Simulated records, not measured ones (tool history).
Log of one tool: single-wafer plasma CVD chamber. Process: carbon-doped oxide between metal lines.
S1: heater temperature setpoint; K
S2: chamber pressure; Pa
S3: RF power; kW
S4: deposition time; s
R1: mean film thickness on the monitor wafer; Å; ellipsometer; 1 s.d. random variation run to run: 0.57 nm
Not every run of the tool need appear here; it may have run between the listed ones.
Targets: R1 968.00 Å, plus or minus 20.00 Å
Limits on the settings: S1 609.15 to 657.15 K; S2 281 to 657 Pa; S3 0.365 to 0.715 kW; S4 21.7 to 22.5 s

Run 1, hour 0.0: S1 633.15 K, S2 469 Pa, S3 0.540 kW, S4 21.7 s. Result: R1 1174.20 Å.
Run 2, hour 3.6: S1 634.15 K, S2 459 Pa, S3 0.520 kW, S4 21.7 s. Result: R1 1120.40 Å.
Run 3, hour 11.4: S1 644.15 K, S2 459 Pa, S3 0.520 kW, S4 21.7 s. Result: R1 1109.50 Å.
Run 4, hour 19.9: S1 644.15 K, S2 448 Pa, S3 0.510 kW, S4 21.7 s. Result: R1 1079.10 Å.
Run 5, hour 22.7: S1 644.15 K, S2 448 Pa, S3 0.580 kW, S4 21.7 s. Result: R1 1195.90 Å.
Run 6, hour 25.1: S1 645.15 K, S2 435 Pa, S3 0.565 kW, S4 21.7 s. Result: R1 1187.30 Å.
At hour 32.8: capacitance manometer re-zeroed and calibrated.
Run 7, hour 32.8: S1 645.15 K, S2 436 Pa, S3 0.550 kW, S4 21.7 s. Result: R1 1160.30 Å.
Run 8, hour 40.5: S1 645.15 K, S2 437 Pa, S3 0.535 kW, S4 21.7 s. Result: R1 1135.30 Å.
Run 9, hour 42.8: S1 645.15 K, S2 439 Pa, S3 0.520 kW, S4 21.7 s. Result: R1 1116.40 Å.
Run 10, hour 49.7: S1 645.15 K, S2 441 Pa, S3 0.505 kW, S4 21.7 s. Result: R1 1076.20 Å.
Run 11, hour 54.8: S1 645.15 K, S2 440 Pa, S3 0.495 kW, S4 21.7 s. Result: R1 1061.30 Å.
Run 12, hour 56.9: S1 645.15 K, S2 439 Pa, S3 0.485 kW, S4 21.7 s. Result: R1 1046.70 Å.

Which one of the following 4 next-run settings gets every result inside its allowed miss? There is exactly one.
Run A, hour 59.0: S1 645.15 K, S2 452 Pa, S3 0.430 kW, S4 21.7 s. Result: R1 ?.
Run B, hour 59.0: S1 636.15 K, S2 436 Pa, S3 0.455 kW, S4 22.5 s. Result: R1 ?.
Run C, hour 59.0: S1 643.15 K, S2 411 Pa, S3 0.460 kW, S4 22.5 s. Result: R1 ?.
Run D, hour 59.0: S1 645.15 K, S2 443 Pa, S3 0.450 kW, S4 21.7 s. Result: R1 ?.

move       R1
   A   919.65
   B  1031.20
   C  1017.70
   D   962.62
A: carries the result that was furthest off beyond its target, to the other side
B: better than the last run, though not everything is in spec
C: better than the last run, though not everything is in spec
D: in spec on every target
So the answer is move D, the one that meets all the targets.

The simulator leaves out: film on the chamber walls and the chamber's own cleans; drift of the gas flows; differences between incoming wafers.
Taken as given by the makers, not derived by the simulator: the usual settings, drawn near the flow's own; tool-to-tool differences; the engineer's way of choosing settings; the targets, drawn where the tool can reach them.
